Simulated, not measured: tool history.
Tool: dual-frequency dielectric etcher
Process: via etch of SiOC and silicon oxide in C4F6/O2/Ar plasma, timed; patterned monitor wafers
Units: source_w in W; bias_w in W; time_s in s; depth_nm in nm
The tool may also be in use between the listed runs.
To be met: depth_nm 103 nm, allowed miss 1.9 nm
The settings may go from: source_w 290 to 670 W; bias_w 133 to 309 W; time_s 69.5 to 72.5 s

run  hour  source_w  bias_w  time_s  depth_nm
  1     0       480     221    69.5    87.457
  2   2.9       520     221    69.5    89.681
  3   8.4       520     236    69.5    91.372
  4   9.9       520     236    69.5    92.494
  5  11.3       550     239    69.5    93.975
  6  12.2       580     244    69.5    96.338
  7  14.2       600     248    69.5    98.029
  8  20.3       620     251    69.5    99.012
  9  24.3       630     254    69.5    101.06

4 next moves are on the table. One of them brings every result within its allowed miss. Which?
  A  28.3       610     258    71.5         ?
  B  28.3       630     238    70.5         ?
  C  28.3       650     217    69.5         ?
  D  28.3       650     240    69.5         ?

move  depth_nm
   A    101.99
   B    99.116
   C    95.978
   D    99.083
A: meets every target
B: further off than the last run
C: further off than the last run
D: further off than the last run
The right move is A.
